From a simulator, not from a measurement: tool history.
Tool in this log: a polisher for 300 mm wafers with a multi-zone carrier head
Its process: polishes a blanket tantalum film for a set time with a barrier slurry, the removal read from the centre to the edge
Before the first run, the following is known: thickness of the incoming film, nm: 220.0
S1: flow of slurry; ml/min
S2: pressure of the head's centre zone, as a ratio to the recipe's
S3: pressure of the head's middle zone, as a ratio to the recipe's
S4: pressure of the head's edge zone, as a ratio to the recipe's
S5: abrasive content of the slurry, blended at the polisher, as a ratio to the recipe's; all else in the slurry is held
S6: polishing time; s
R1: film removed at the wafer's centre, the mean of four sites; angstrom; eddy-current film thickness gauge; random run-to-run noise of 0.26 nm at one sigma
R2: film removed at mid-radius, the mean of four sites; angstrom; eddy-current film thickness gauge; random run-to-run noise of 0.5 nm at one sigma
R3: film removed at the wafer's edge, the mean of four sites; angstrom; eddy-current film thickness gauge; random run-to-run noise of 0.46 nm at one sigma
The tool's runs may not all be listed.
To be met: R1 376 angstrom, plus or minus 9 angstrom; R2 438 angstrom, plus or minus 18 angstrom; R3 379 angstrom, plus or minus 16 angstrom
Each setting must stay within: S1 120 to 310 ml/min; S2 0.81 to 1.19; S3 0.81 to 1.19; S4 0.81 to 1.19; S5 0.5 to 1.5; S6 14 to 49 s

run	hour	S1	S2	S3	S4	S5	S6	R1	R2	R3
1	0	200	1	1	1	1	31	704.64	683.55	700.66
2	1	195	0.97	1.02	0.95	0.85	28	591.39	591.05	575.71
3	6.6	185	0.93	1.03	0.92	0.75	27	524.38	551.8	521.67
4	14.7	185	0.93	1.03	0.92	0.75	31	603.91	635.14	607.06
5	22.2	180	0.91	1.04	0.89	0.7	29	542.63	576.89	545.32
6	25.3	180	0.91	1.04	0.89	0.7	36	678.27	728.99	682.98
7	31.5	175	0.89	1.05	0.87	0.65	32	567.3	628.31	582.7
8	33.3	175	0.89	1.06	0.85	0.6	29	507.86	555.02	501.39
9	41.7	170	0.87	1.07	0.84	0.55	27	444.97	495.17	441.92
# hour 49.6: slurry nozzle cleaned
10	49.6	165	0.86	1.08	0.83	0.55	26	444.23	507.59	444.03
11	51.5	165	0.85	1.08	0.83	0.55	25	416.78	483.36	415.7
12	53.6	155	0.82	1.05	0.81	0.5	23	364.17	422.25	369.84

Exactly one of the 5 candidate moves below puts every result within its allowed miss. Which one?
A	55.7	205	0.81	1.06	0.81	0.5	23	?	?	?
B	55.7	135	0.81	1.11	0.81	0.55	22	?	?	?
C	55.7	120	0.86	1.02	0.85	0.55	23	?	?	?
D	55.7	165	0.84	1.13	0.81	0.55	21	?	?	?
E	55.7	160	0.93	1.13	0.81	0.5	21	?	?	?

move	R1	R2	R3
A	372.93	445.97	385.73
B	345.3	432.66	365.79
C	365.83	411.73	383.4
D	350.2	433.44	357.51
E	358.33	414.96	342.82
A: meets every target
B: lands further from the targets than the last run did
C: lands further from the targets than the last run did
D: lands further from the targets than the last run did
E: lands further from the targets than the last run did
The right move is A.

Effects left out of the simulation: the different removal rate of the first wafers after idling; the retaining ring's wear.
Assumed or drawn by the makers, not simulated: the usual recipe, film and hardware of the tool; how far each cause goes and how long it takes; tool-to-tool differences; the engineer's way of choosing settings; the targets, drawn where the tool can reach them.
